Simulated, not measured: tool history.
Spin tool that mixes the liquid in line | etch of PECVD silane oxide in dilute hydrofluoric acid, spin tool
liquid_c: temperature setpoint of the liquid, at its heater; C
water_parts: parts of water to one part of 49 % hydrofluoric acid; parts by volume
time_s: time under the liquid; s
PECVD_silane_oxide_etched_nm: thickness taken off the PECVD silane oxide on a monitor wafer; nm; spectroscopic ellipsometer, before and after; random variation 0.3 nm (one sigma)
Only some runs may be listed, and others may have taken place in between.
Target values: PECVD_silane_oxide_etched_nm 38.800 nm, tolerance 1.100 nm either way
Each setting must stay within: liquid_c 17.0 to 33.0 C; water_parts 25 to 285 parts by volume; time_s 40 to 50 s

run	hour	liquid_c	water_parts	time_s	PECVD_silane_oxide_etched_nm
1	0.0	25.0	155	50	17.809
2	8.1	25.0	125	50	23.345
3	15.7	25.0	150	50	18.728
4	20.8	23.0	150	50	17.618
5	27.0	23.0	205	50	12.052
6	27.8	20.5	205	50	10.946
7	31.2	23.5	175	50	14.814
8	35.7	23.5	175	50	14.790
9	39.7	25.5	150	50	18.769
# hour 41.5: thermometer replaced
10	41.5	27.0	130	50	22.355

Which of these 4 next moves meets every target?
A	43.3	27.0	80	50	?
B	43.3	26.0	100	50	?
C	43.3	27.5	95	50	?
D	43.3	26.5	200	40	?

move	PECVD_silane_oxide_etched_nm
A	38.106
B	28.552
C	32.061
D	10.313
A: meets every target
B: better than the last run, though not everything is in spec
C: better than the last run, though not everything is in spec
D: moves away from the targets compared with the last run
The right move is A.

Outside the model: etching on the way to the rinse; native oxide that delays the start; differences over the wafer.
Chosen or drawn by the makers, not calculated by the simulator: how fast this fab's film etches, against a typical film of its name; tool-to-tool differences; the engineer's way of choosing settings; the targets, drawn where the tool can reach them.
